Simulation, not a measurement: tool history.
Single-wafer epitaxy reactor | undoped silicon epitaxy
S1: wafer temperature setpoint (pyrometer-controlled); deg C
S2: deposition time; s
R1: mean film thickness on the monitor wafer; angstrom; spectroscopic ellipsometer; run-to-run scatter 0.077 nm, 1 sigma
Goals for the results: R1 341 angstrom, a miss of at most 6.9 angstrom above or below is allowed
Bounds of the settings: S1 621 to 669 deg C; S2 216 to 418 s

{"run": 1, "day": 0.0, "S1": 645, "S2": 317, "R1": 425.5}
{"run": 2, "day": 0.35, "S1": 645, "S2": 350, "R1": 469.03}
{"run": 3, "day": 0.596, "S1": 645, "S2": 315, "R1": 423.5}
{"run": 4, "day": 0.708, "S1": 643, "S2": 315, "R1": 407.87}
{"run": 5, "day": 0.775, "S1": 643, "S2": 279, "R1": 360.71}
{"run": 6, "day": 0.975, "S1": 643, "S2": 296, "R1": 381.93}
{"run": 7, "day": 1.35, "S1": 642, "S2": 296, "R1": 372.87}
{"run": 8, "day": 1.679, "S1": 641, "S2": 296, "R1": 367.5}
{"run": 9, "day": 1.733, "S1": 640, "S2": 296, "R1": 361.15}
{"run": 10, "day": 1.979, "S1": 639, "S2": 296, "R1": 352.64}

4 candidate next runs follow, results not yet known. Just one meets every target within its allowed miss. Identify it.
{"run": "A", "day": 2.225, "S1": 632, "S2": 351, "R1": "?"}
{"run": "B", "day": 2.225, "S1": 638, "S2": 280, "R1": "?"}
{"run": "C", "day": 2.225, "S1": 645, "S2": 279, "R1": "?"}
{"run": "D", "day": 2.225, "S1": 632, "S2": 329, "R1": "?"}

move=A R1=365.85
move=B R1=328.59
move=C R1=375.33
move=D R1=342.92
A: moves away from the targets compared with the last run
B: carries the result that was furthest off beyond its target, to the other side
C: moves away from the targets compared with the last run
D: every result lands within tolerance
D meets every target.
